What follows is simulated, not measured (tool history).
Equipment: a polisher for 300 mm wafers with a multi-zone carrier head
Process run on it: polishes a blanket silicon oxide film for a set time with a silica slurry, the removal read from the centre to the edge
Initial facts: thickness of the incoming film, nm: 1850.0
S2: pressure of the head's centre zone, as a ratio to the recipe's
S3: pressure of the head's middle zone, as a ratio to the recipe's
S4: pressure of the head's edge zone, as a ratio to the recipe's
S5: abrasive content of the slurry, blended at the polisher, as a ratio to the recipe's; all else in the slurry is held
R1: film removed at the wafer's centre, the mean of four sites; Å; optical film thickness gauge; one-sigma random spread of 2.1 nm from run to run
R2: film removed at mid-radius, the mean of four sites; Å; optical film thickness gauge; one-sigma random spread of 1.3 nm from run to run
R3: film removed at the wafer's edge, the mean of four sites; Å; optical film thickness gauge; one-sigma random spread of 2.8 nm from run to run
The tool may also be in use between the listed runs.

Run 1, hour 0: flow of slurry (ml/min) 155, S2 1, S3 1, S4 1, S5 1, polishing time (s) 81. Result: R1 2329.3 Å, R2 2308.5 Å, R3 2357.9 Å.
Run 2, hour 7: flow of slurry (ml/min) 155, S2 1.05, S3 1, S4 1, S5 1, polishing time (s) 81. Result: R1 2461.7 Å, R2 2301.6 Å, R3 2297.4 Å.
Run 3, hour 14.5: flow of slurry (ml/min) 155, S2 1.05, S3 1.04, S4 1, S5 1, polishing time (s) 81. Result: R1 2363.9 Å, R2 2345.5 Å, R3 2289.4 Å.
Run 4, hour 17.8: flow of slurry (ml/min) 150, S2 1.04, S3 1.02, S4 1, S5 0.95, polishing time (s) 81. Result: R1 2240.7 Å, R2 2247.3 Å, R3 2185.3 Å.
Run 5, hour 26.5: flow of slurry (ml/min) 150, S2 1.04, S3 1.02, S4 1, S5 0.95, polishing time (s) 96. Result: R1 2658.5 Å, R2 2632.2 Å, R3 2563.3 Å.
Run 6, hour 31.6: flow of slurry (ml/min) 165, S2 1.04, S3 1.02, S4 1, S5 0.95, polishing time (s) 96. Result: R1 2763.4 Å, R2 2727.2 Å, R3 2654.3 Å.
Run 7, hour 32.4: flow of slurry (ml/min) 155, S2 1.03, S3 1, S4 1, S5 0.9, polishing time (s) 96. Result: R1 2606.3 Å, R2 2562.2 Å, R3 2537.3 Å.
Run 8, hour 39.3: flow of slurry (ml/min) 150, S2 1.03, S3 0.98, S4 1, S5 0.85, polishing time (s) 96. Result: R1 2414.8 Å, R2 2373.2 Å, R3 2414 Å.
Run 9, hour 48: flow of slurry (ml/min) 145, S2 1.03, S3 0.96, S4 0.99, S5 0.8, polishing time (s) 96. Result: R1 2331.9 Å, R2 2215 Å, R3 2271.9 Å.
Run 10, hour 56.2: flow of slurry (ml/min) 140, S2 1.02, S3 0.95, S4 0.98, S5 0.8, polishing time (s) 96. Result: R1 2302.5 Å, R2 2163 Å, R3 2191.5 Å.
Run 11, hour 58.9: flow of slurry (ml/min) 135, S2 1.01, S3 0.94, S4 0.98, S5 0.8, polishing time (s) 96. Result: R1 2199.7 Å, R2 2146.5 Å, R3 2201.1 Å.

What does the tool deliver on the next run?
Run 12, hour 60.9: flow of slurry (ml/min) 130, S2 1.01, S3 0.92, S4 0.97, S5 0.8, polishing time (s) 96. Result: R1 ?, R2 ?, R3 ?.

Run 12 yielded R1 2225.4 Å, R2 2087.9 Å, R3 2201 Å.
